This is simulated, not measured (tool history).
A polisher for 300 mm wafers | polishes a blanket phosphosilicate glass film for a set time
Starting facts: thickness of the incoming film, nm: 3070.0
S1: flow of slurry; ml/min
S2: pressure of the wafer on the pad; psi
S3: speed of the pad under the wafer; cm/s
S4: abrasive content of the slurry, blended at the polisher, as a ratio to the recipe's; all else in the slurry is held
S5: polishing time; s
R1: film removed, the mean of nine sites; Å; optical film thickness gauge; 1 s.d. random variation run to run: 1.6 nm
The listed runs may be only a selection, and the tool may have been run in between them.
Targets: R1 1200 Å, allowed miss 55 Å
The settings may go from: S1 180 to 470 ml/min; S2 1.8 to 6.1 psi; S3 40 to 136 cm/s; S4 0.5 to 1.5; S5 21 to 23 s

run 1 hour=0 | S1=300 S2=3.9 S3=88 S4=1 S5=23 | R1=1976.3
run 2 hour=6.2 | S1=300 S2=3.4 S3=88 S4=1 S5=23 | R1=1668.7
run 3 hour=9.5 | S1=300 S2=3.4 S3=88 S4=1 S5=21 | R1=1545.3
run 4 hour=18.5 | S1=300 S2=3.4 S3=88 S4=1.1 S5=21 | R1=1599.2
run 5 hour=24 | S1=300 S2=3.2 S3=88 S4=1.1 S5=21 | R1=1556.5
run 6 hour=29.2 | S1=300 S2=3 S3=88 S4=1.1 S5=21 | R1=1417.7
run 7 hour=34.5 | S1=300 S2=2.9 S3=88 S4=1.1 S5=21 | R1=1373.2
run 8 hour=37.3 | S1=300 S2=2.3 S3=86 S4=1.1 S5=21 | R1=1096.8
run 9 hour=45.7 | S1=300 S2=2.4 S3=86 S4=1.1 S5=21 | R1=1127

Exactly one of the 5 candidate moves below puts every result within its allowed miss. Which one?
run A hour=54.1 | S1=325 S2=2.4 S3=82 S4=1.1 S5=21 | R1=?
run B hour=54.1 | S1=315 S2=2.1 S3=106 S4=1.15 S5=21 | R1=?
run C hour=54.1 | S1=370 S2=3.1 S3=64 S4=1.1 S5=23 | R1=?
run D hour=54.1 | S1=310 S2=2.7 S3=64 S4=1.25 S5=21 | R1=?
run E hour=54.1 | S1=340 S2=2.8 S3=76 S4=1.05 S5=23 | R1=?

move=A R1=1116.8
move=B R1=1216.1
move=C R1=1311.1
move=D R1=1089.3
move=E R1=1316.3
A: lands further from the targets than the last run did
B: each result inside its tolerance
C: moves the result that the last run missed by most past its target, out the other side
D: lands further from the targets than the last run did
E: moves the result that the last run missed by most past its target, out the other side
The move that meets every target is B.

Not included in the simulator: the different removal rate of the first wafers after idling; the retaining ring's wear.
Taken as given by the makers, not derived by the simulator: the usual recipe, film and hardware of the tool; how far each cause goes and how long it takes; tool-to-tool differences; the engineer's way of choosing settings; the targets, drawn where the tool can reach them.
